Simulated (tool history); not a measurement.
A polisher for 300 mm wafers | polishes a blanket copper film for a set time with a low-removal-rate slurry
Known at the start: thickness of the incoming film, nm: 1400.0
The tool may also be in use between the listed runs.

run  hour  flow of slurry (ml/min)  pressure of the wafer on the pad (psi)  speed of the pad under the wafer (cm/s)  abrasive content of the slurry  polishing time (s)  film removed (Å)
  1   0.0                      190                                     3.1                                      116                             1.0                  35            1213.1
  2   1.6                      195                                     3.4                                      116                             1.0                  35            1330.0
  3   8.2                      195                                     3.4                                      116                             1.0                  31            1190.7
  4  14.4                      195                                     3.4                                      138                             1.0                  31            1308.8
  5  18.1                      195                                     3.7                                      138                             1.0                  31            1411.9
  6  23.1                      195                                     3.1                                      138                             1.0                  31            1202.3

Run 7 comes next. What will it give?
  7  29.7                      195                                     3.5                                      138                             1.0                  31                 ?

Run 7 yielded film removed (Å) 1350.1.
